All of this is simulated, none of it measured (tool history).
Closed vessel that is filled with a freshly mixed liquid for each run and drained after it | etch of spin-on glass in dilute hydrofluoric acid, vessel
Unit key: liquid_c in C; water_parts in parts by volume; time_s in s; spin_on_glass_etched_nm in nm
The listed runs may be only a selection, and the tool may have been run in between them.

| run | hour | liquid_c | water_parts | time_s | spin_on_glass_etched_nm |
|---|---|---|---|---|---|
| 1 | 0 | 26 | 210 | 140 | 16.002 |
| 2 | 6.7 | 27.5 | 210 | 140 | 16.74 |
| 3 | 12.7 | 27.5 | 210 | 140 | 16.751 |
| 4 | 21.4 | 29 | 210 | 140 | 17.701 |
| 5 | 24.9 | 30 | 210 | 140 | 18.351 |
| 6 | 33.9 | 30.5 | 210 | 140 | 18.63 |

Expected results for the next run?
| 7 | 38.3 | 31 | 210 | 140 | ? |

{"run 7": {"spin_on_glass_etched_nm": 19.056}}

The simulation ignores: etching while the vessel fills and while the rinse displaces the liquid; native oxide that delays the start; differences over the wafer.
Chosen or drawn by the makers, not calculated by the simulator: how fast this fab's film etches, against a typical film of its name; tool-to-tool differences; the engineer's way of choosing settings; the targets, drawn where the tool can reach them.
